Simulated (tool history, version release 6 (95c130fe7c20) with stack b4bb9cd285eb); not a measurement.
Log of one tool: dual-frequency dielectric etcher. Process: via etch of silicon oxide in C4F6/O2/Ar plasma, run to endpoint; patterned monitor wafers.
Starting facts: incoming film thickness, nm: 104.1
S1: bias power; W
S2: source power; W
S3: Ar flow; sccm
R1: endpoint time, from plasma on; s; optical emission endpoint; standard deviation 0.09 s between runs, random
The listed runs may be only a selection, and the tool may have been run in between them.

{"run": 1, "hour": 0.0, "S1": 553, "S2": 450, "S3": 300, "R1": 21.177}
{"run": 2, "hour": 7.5, "S1": 524, "S2": 440, "S3": 301, "R1": 21.815}
{"run": 3, "hour": 11.7, "S1": 524, "S2": 440, "S3": 260, "R1": 21.408}
{"run": 4, "hour": 17.0, "S1": 478, "S2": 440, "S3": 260, "R1": 21.883}
{"run": 5, "hour": 18.8, "S1": 478, "S2": 500, "S3": 260, "R1": 20.808}
{"run": 6, "hour": 24.5, "S1": 523, "S2": 500, "S3": 260, "R1": 20.415}

Forecast run 7:
{"run": 7, "hour": 29.5, "S1": 498, "S2": 480, "S3": 264, "R1": "?"}

{"run 7": {"R1": 20.903}}
